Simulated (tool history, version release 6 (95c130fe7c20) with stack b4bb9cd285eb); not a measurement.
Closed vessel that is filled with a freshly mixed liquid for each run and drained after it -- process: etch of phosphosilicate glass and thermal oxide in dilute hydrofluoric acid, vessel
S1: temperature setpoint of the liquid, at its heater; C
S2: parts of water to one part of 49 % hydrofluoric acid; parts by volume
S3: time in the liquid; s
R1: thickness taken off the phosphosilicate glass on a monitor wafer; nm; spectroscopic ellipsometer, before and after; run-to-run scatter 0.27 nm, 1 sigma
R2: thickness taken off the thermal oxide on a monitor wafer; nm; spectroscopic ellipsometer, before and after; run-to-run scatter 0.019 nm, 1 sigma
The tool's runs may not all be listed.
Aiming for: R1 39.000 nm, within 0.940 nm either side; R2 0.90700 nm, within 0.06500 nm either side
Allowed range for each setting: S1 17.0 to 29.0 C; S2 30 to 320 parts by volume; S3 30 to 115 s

run 1 day=0.000 | S1=21.0 S2=175 S3=60 | R1=68.370 R2=1.61260
run 2 day=0.062 | S1=20.0 S2=190 S3=60 | R1=60.483 R2=1.36360
run 3 day=0.083 | S1=20.0 S2=205 S3=60 | R1=54.529 R2=1.28780
run 4 day=0.400 | S1=19.5 S2=215 S3=60 | R1=51.332 R2=1.22550
run 5 day=0.621 | S1=19.0 S2=220 S3=60 | R1=49.068 R2=1.12770
run 6 day=0.933 | S1=19.0 S2=230 S3=60 | R1=45.833 R2=1.08970
run 7 day=1.012 | S1=18.5 S2=235 S3=60 | R1=44.370 R2=1.00530
run 8 day=1.071 | S1=18.5 S2=235 S3=60 | R1=44.210 R2=1.03440
run 9 day=1.212 | S1=18.0 S2=240 S3=60 | R1=42.184 R2=0.97280
run 10 day=1.533 | S1=18.0 S2=245 S3=60 | R1=41.185 R2=0.93744
run 11 day=1.758 | S1=18.0 S2=250 S3=60 | R1=40.146 R2=0.94355

Exactly one of the 4 candidate moves below puts every result within its allowed miss. Which one?
run A day=1.983 | S1=17.0 S2=235 S3=60 | R1=? R2=?
run B day=1.983 | S1=19.5 S2=320 S3=80 | R1=? R2=?
run C day=1.983 | S1=17.5 S2=215 S3=50 | R1=? R2=?
run D day=1.983 | S1=18.0 S2=175 S3=40 | R1=? R2=?

move=A R1=41.465 R2=1.00090
move=B R1=41.709 R2=1.00680
move=C R1=39.171 R2=0.94555
move=D R1=40.658 R2=0.98145
A: further off than the last run
B: further off than the last run
C: in spec on every target
D: further off than the last run
The right move is C.

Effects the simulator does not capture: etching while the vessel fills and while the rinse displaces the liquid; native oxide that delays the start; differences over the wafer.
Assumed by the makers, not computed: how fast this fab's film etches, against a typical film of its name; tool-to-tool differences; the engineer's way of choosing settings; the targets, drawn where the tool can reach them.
